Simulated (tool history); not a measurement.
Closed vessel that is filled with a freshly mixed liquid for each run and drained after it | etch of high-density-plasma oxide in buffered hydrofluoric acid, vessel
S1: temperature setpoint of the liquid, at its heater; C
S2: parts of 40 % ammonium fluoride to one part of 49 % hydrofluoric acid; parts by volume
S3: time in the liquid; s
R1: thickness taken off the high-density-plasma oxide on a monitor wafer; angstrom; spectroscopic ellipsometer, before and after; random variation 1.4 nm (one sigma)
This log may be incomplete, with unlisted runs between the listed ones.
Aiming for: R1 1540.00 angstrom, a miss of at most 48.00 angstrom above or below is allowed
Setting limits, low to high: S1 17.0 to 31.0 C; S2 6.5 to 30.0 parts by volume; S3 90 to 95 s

run 1 day=0.000 | S1=23.0 S2=18.5 S3=90 | R1=633.95
run 2 day=0.150 | S1=25.0 S2=16.0 S3=90 | R1=813.21
run 3 day=0.292 | S1=26.5 S2=14.5 S3=90 | R1=974.31
run 4 day=0.342 | S1=27.5 S2=13.5 S3=90 | R1=1107.80
run 5 day=0.454 | S1=28.5 S2=13.0 S3=90 | R1=1234.60
run 6 day=0.654 | S1=29.0 S2=13.0 S3=90 | R1=1257.50
run 7 day=0.900 | S1=29.5 S2=12.5 S3=90 | R1=1330.80
run 8 day=1.208 | S1=30.0 S2=12.0 S3=90 | R1=1414.50
run 9 day=1.296 | S1=30.5 S2=12.0 S3=90 | R1=1448.80

Which single option among these 5 for the next run brings every result within its allowed miss of target? Just one does.
run A day=1.383 | S1=31.0 S2=13.0 S3=95 | R1=?
run B day=1.383 | S1=31.0 S2=14.0 S3=95 | R1=?
run C day=1.383 | S1=31.0 S2=12.5 S3=95 | R1=?
run D day=1.383 | S1=27.5 S2=10.5 S3=90 | R1=?
run E day=1.383 | S1=29.5 S2=12.0 S3=90 | R1=?

move=A R1=1459.20
move=B R1=1357.20
move=C R1=1516.20
move=D R1=1415.60
move=E R1=1381.80
A: gains on the last run, yet a result remains outside its allowed miss
B: lands further from the targets than the last run did
C: in spec on every target
D: lands further from the targets than the last run did
E: lands further from the targets than the last run did
C meets every target.

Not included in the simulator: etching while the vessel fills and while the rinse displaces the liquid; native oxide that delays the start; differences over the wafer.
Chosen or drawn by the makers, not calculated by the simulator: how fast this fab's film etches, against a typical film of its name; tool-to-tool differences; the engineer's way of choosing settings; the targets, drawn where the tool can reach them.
